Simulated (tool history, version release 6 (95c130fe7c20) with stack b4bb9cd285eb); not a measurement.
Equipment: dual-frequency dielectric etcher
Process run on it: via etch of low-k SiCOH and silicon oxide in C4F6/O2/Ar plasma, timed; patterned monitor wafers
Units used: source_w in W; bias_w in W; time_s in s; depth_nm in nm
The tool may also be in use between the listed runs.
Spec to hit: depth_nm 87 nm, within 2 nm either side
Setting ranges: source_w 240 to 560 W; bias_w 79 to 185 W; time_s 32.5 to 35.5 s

Run 1, day 0: source_w 400 W, bias_w 132 W, time_s 35.5 s. Result: depth_nm 77.042 nm.
Run 2, day 0.35: source_w 400 W, bias_w 144 W, time_s 35.5 s. Result: depth_nm 79.818 nm.
Run 3, day 0.379: source_w 400 W, bias_w 144 W, time_s 32.5 s. Result: depth_nm 72.276 nm.
Run 4, day 0.538: source_w 420 W, bias_w 148 W, time_s 32.5 s. Result: depth_nm 74.683 nm.
Run 5, day 0.829: source_w 420 W, bias_w 148 W, time_s 32.5 s. Result: depth_nm 75.229 nm.
Run 6, day 0.912: source_w 440 W, bias_w 151 W, time_s 32.5 s. Result: depth_nm 76.256 nm.
Run 7, day 1.288: source_w 450 W, bias_w 156 W, time_s 33 s. Result: depth_nm 78.108 nm.
Run 8, day 1.546: source_w 460 W, bias_w 160 W, time_s 33.5 s. Result: depth_nm 79.894 nm.
Run 9, day 1.75: source_w 470 W, bias_w 163 W, time_s 33.5 s. Result: depth_nm 80.792 nm.
Run 10, day 1.875: source_w 480 W, bias_w 166 W, time_s 33.5 s. Result: depth_nm 82.48 nm.
Run 11, day 2.15: source_w 490 W, bias_w 167 W, time_s 33.5 s. Result: depth_nm 83.115 nm.
Run 12, day 2.208: source_w 500 W, bias_w 168 W, time_s 33.5 s. Result: depth_nm 84.261 nm.
Run 13, day 2.571: source_w 500 W, bias_w 169 W, time_s 33.5 s. Result: depth_nm 84.268 nm.
Run 14, day 2.746: source_w 510 W, bias_w 170 W, time_s 33.5 s. Result: depth_nm 84.733 nm.
Run 15, day 2.788: source_w 510 W, bias_w 171 W, time_s 33.5 s. Result: depth_nm 84.173 nm.

Exercise: of the 5 proposed moves below, exactly one satisfies all targets within the stated allowed misses. Which move is it?
Run A, day 2.829: source_w 510 W, bias_w 171 W, time_s 34.5 s. Result: depth_nm ?.
Run B, day 2.829: source_w 480 W, bias_w 179 W, time_s 33.5 s. Result: depth_nm ?.
Run C, day 2.829: source_w 550 W, bias_w 156 W, time_s 32.5 s. Result: depth_nm ?.
Run D, day 2.829: source_w 500 W, bias_w 175 W, time_s 32.5 s. Result: depth_nm ?.
Run E, day 2.829: source_w 560 W, bias_w 156 W, time_s 35.5 s. Result: depth_nm ?.

move  depth_nm
   A    88.195
   B    84.475
   C    83.991
   D    82.845
   E    92.379
A: in spec on every target
B: better than the last run, though not everything is in spec
C: further off than the last run
D: further off than the last run
E: pushes the last run's worst result past its target
Move A is the one to make.
